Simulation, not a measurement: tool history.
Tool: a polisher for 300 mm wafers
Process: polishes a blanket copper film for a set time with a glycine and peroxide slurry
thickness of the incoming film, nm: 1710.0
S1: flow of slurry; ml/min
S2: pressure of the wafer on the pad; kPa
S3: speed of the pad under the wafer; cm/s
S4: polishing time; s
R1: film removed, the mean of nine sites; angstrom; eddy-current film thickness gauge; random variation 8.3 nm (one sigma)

Run 1, hour 0.0: S1 125 ml/min, S2 24.1 kPa, S3 88 cm/s, S4 105 s. Result: R1 5983.5 angstrom.
Run 2, hour 8.4: S1 125 ml/min, S2 24.1 kPa, S3 88 cm/s, S4 111 s. Result: R1 6419.6 angstrom.
Run 3, hour 13.2: S1 100 ml/min, S2 24.1 kPa, S3 88 cm/s, S4 111 s. Result: R1 6074.6 angstrom.
Run 4, hour 17.9: S1 110 ml/min, S2 24.8 kPa, S3 88 cm/s, S4 111 s. Result: R1 6409.3 angstrom.
Run 5, hour 26.2: S1 110 ml/min, S2 24.8 kPa, S3 88 cm/s, S4 111 s. Result: R1 6295.4 angstrom.
Run 6, hour 29.6: S1 130 ml/min, S2 24.8 kPa, S3 88 cm/s, S4 111 s. Result: R1 6721.1 angstrom.
Run 7, hour 34.3: S1 140 ml/min, S2 25.5 kPa, S3 88 cm/s, S4 111 s. Result: R1 6891.3 angstrom.

Run 8 comes next. What will it give?
Run 8, hour 36.5: S1 145 ml/min, S2 26.2 kPa, S3 88 cm/s, S4 111 s. Result: R1 ?.

{"run 8": {"R1": 7013.7}}
